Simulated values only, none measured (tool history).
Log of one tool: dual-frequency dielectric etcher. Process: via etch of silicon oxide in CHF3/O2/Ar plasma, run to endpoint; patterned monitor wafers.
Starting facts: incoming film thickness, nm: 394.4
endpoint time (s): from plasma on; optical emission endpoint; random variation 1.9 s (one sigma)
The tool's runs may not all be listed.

run	hour	source power (W)	bias power (W)	endpoint time (s)
1	0.0	790	129	202.98
2	6.0	730	129	209.17
3	8.7	730	109	220.12
4	15.3	860	109	209.30
5	21.0	810	109	214.48
6	30.0	690	109	222.94
7	33.2	660	107	227.24

Run 8 has not been measured yet. What should we expect?
8	41.7	660	107	?

Run 8 produced endpoint time (s) 228.66.

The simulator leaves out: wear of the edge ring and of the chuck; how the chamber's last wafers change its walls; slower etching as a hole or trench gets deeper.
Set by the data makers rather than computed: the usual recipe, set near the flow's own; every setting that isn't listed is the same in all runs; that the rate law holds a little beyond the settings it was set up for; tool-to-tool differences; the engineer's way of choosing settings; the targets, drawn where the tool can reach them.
